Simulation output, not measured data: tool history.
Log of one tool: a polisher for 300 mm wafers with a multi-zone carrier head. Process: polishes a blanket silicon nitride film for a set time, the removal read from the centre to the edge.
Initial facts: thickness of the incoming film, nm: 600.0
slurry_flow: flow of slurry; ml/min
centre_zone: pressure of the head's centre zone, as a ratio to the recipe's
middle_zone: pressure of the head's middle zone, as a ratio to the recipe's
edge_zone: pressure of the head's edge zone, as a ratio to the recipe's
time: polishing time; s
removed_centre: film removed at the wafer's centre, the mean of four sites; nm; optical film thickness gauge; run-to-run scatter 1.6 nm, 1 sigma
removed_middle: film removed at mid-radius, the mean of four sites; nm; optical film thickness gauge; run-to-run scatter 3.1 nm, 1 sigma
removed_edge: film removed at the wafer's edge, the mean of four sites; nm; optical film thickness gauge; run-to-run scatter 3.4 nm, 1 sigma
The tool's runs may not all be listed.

Run 1, day 0: slurry_flow 225 ml/min, centre_zone 1, middle_zone 1, edge_zone 1, time 81 s. Result: removed_centre 195.6 nm, removed_middle 195.91 nm, removed_edge 196.19 nm.
Run 2, day 0.029: slurry_flow 225 ml/min, centre_zone 1, middle_zone 1, edge_zone 0.96, time 81 s. Result: removed_centre 199.15 nm, removed_middle 194.76 nm, removed_edge 187.97 nm.
Run 3, day 0.3: slurry_flow 240 ml/min, centre_zone 1.02, middle_zone 1.02, edge_zone 1.03, time 84 s. Result: removed_centre 210.55 nm, removed_middle 212.7 nm, removed_edge 204.61 nm.
Run 4, day 0.338: slurry_flow 240 ml/min, centre_zone 1.02, middle_zone 1.02, edge_zone 0.98, time 84 s. Result: removed_centre 209.42 nm, removed_middle 210.47 nm, removed_edge 201.58 nm.
Run 5, day 0.692: slurry_flow 250 ml/min, centre_zone 1, middle_zone 1, edge_zone 1.05, time 88 s. Result: removed_centre 217.46 nm, removed_middle 214.08 nm, removed_edge 217.01 nm.
Run 6, day 0.842: slurry_flow 240 ml/min, centre_zone 0.98, middle_zone 1.01, edge_zone 1.09, time 92 s. Result: removed_centre 220.06 nm, removed_middle 226.49 nm, removed_edge 233.15 nm.

The next listed run, before its measurement:
At day 0.979: worn pad replaced by a new one.
Run 7, day 0.979: slurry_flow 240 ml/min, centre_zone 0.97, middle_zone 1.01, edge_zone 1.12, time 94 s. Result: removed_centre ?, removed_middle ?, removed_edge ?.

{"run 7": {"removed_centre": 242.61, "removed_middle": 251.33, "removed_edge": 258.03}}
